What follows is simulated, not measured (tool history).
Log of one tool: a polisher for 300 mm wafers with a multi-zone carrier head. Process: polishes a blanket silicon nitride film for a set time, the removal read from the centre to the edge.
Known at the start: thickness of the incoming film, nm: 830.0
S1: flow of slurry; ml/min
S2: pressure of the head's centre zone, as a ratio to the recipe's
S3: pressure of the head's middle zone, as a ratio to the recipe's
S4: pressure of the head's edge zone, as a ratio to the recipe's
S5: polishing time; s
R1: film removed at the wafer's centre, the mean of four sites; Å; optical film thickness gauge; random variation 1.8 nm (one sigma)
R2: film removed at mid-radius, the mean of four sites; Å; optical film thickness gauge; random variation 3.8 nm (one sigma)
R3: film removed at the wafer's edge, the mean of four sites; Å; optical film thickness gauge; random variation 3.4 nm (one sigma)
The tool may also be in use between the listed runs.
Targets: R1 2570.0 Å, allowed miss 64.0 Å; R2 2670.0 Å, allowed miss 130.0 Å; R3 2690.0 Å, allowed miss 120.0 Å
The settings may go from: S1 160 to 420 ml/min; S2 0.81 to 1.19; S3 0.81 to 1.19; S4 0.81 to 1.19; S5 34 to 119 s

| run | day | S1 | S2 | S3 | S4 | S5 | R1 | R2 | R3 |
|---|---|---|---|---|---|---|---|---|---|
| 1 | 0.000 | 270 | 1.00 | 1.00 | 1.00 | 76 | 2221.0 | 2267.8 | 2191.2 |
| 2 | 0.175 | 270 | 1.00 | 1.05 | 1.00 | 76 | 2231.3 | 2405.8 | 2162.7 |
| 3 | 0.408 | 280 | 1.00 | 1.04 | 1.05 | 79 | 2327.8 | 2444.7 | 2290.3 |
| 4 | 0.462 | 280 | 1.00 | 1.04 | 1.08 | 79 | 2300.5 | 2492.0 | 2350.8 |
| 5 | 0.488 | 280 | 1.00 | 0.96 | 1.08 | 79 | 2289.1 | 2328.6 | 2348.2 |
| 6 | 0.804 | 285 | 1.01 | 0.97 | 1.11 | 82 | 2446.3 | 2448.0 | 2496.5 |
| 7 | 0.842 | 285 | 1.01 | 0.97 | 1.11 | 82 | 2419.4 | 2465.8 | 2524.9 |
| 8 | 0.983 | 300 | 1.02 | 0.98 | 1.13 | 82 | 2467.7 | 2460.2 | 2487.7 |

4 next moves are on the table. One of them brings every result within its allowed miss. Which?
| A | 1.125 | 335 | 1.04 | 1.06 | 1.09 | 82 | ? | ? | ? |
| B | 1.125 | 410 | 1.12 | 0.89 | 1.16 | 71 | ? | ? | ? |
| C | 1.125 | 255 | 0.99 | 1.03 | 1.19 | 86 | ? | ? | ? |
| D | 1.125 | 320 | 0.98 | 0.97 | 1.11 | 88 | ? | ? | ? |

| move | R1 | R2 | R3 |
|---|---|---|---|
| A | 2567.0 | 2668.0 | 2477.8 |
| B | 2434.2 | 2053.7 | 2244.0 |
| C | 2487.0 | 2665.4 | 2661.7 |
| D | 2581.8 | 2664.8 | 2677.7 |
A: as far off as the last run
B: further off than the last run
C: brings the result that was furthest off to its target, and leaves another outside
D: meets every target
Answer: D
